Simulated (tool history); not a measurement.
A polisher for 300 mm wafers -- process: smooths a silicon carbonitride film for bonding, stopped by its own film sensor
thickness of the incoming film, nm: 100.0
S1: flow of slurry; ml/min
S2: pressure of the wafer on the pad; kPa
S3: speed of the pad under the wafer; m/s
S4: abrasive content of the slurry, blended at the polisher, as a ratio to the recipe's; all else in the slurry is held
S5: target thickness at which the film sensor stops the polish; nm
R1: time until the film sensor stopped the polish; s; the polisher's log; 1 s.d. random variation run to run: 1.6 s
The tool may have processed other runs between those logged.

{"run": 1, "hour": 0.0, "S1": 240, "S2": 9, "S3": 0.78, "S4": 1, "S5": 85, "R1": 128.68}
{"run": 2, "hour": 8.3, "S1": 240, "S2": 9, "S3": 0.78, "S4": 1, "S5": 85, "R1": 131.53}
{"run": 3, "hour": 14.0, "S1": 275, "S2": 9, "S3": 0.78, "S4": 1, "S5": 85, "R1": 127.44}
{"run": 4, "hour": 18.4, "S1": 275, "S2": 7.6, "S3": 0.78, "S4": 1, "S5": 85, "R1": 145.03}
{"run": 5, "hour": 24.3, "S1": 270, "S2": 7.6, "S3": 0.78, "S4": 1, "S5": 85, "R1": 145.29}
{"run": 6, "hour": 33.1, "S1": 270, "S2": 7.6, "S3": 0.78, "S4": 1.1, "S5": 85, "R1": 135.94}

Run 7 is up next; what results do you expect?
{"run": 7, "hour": 38.7, "S1": 260, "S2": 5.5, "S3": 0.78, "S4": 1.1, "S5": 85, "R1": "?"}

Logged for run 7: R1 180.05 s.
